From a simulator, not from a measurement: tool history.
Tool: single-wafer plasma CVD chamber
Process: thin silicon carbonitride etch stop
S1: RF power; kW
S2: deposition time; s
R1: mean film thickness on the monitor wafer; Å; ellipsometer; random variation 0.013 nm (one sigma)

{"run": 1, "day": 0.0, "S1": 0.205, "S2": 9.35, "R1": 53.285}
{"run": 2, "day": 0.262, "S1": 0.205, "S2": 8.07, "R1": 45.925}
{"run": 3, "day": 0.4, "S1": 0.205, "S2": 6.74, "R1": 38.454}
{"run": 4, "day": 0.542, "S1": 0.205, "S2": 6.36, "R1": 36.158}
{"run": 5, "day": 0.862, "S1": 0.205, "S2": 7.43, "R1": 42.395}
{"run": 6, "day": 1.208, "S1": 0.22, "S2": 7.43, "R1": 43.149}
{"run": 7, "day": 1.408, "S1": 0.23, "S2": 8.2, "R1": 48.231}
{"run": 8, "day": 1.521, "S1": 0.26, "S2": 9.7, "R1": 59.498}
{"run": 9, "day": 1.854, "S1": 0.26, "S2": 9.81, "R1": 59.982}

Forecast run 10:
{"run": 10, "day": 2.067, "S1": 0.26, "S2": 9.9, "R1": "?"}

R1: 60.426 Å

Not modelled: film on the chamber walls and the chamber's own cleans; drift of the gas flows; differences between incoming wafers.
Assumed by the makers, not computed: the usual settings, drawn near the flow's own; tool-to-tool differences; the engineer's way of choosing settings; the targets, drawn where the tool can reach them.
